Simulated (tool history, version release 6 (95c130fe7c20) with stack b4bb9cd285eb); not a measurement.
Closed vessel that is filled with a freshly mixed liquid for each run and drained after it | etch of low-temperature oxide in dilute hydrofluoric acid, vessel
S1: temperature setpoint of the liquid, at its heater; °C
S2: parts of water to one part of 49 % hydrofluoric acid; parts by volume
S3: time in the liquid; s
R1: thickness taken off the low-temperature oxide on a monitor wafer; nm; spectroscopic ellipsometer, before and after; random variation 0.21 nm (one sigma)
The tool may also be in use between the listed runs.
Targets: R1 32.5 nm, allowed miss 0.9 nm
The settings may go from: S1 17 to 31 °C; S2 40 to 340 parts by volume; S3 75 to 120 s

Run 1, day 0: S1 23 °C, S2 190 parts by volume, S3 120 s. Result: R1 12.771 nm.
Run 2, day 0.146: S1 24 °C, S2 180 parts by volume, S3 120 s. Result: R1 14.262 nm.
Run 3, day 0.475: S1 26 °C, S2 180 parts by volume, S3 120 s. Result: R1 15.225 nm.
Run 4, day 0.512: S1 26.5 °C, S2 170 parts by volume, S3 120 s. Result: R1 16.694 nm.
Run 5, day 0.579: S1 27 °C, S2 160 parts by volume, S3 120 s. Result: R1 18.213 nm.
Run 6, day 0.912: S1 27 °C, S2 135 parts by volume, S3 120 s. Result: R1 22.331 nm.
Run 7, day 1.054: S1 27.5 °C, S2 130 parts by volume, S3 120 s. Result: R1 23.905 nm.
Run 8, day 1.433: S1 28 °C, S2 130 parts by volume, S3 120 s. Result: R1 24.034 nm.
Run 9, day 1.654: S1 28.5 °C, S2 125 parts by volume, S3 120 s. Result: R1 26.099 nm.
Run 10, day 1.838: S1 30 °C, S2 115 parts by volume, S3 120 s. Result: R1 30.224 nm.
Run 11, day 1.892: S1 30 °C, S2 115 parts by volume, S3 120 s. Result: R1 30.066 nm.

4 next moves are on the table. One of them brings every result within its allowed miss. Which?
Run A, day 1.946: S1 31 °C, S2 110 parts by volume, S3 120 s. Result: R1 ?.
Run B, day 1.946: S1 29 °C, S2 110 parts by volume, S3 120 s. Result: R1 ?.
Run C, day 1.946: S1 31 °C, S2 120 parts by volume, S3 120 s. Result: R1 ?.
Run D, day 1.946: S1 30.5 °C, S2 115 parts by volume, S3 120 s. Result: R1 ?.

move      R1
   A  33.123
   B   30.75
   C  29.937
   D  30.886
A: meets every target
B: nearer than the last run, and not there yet
C: further off than the last run
D: nearer than the last run, and not there yet
Answer: A

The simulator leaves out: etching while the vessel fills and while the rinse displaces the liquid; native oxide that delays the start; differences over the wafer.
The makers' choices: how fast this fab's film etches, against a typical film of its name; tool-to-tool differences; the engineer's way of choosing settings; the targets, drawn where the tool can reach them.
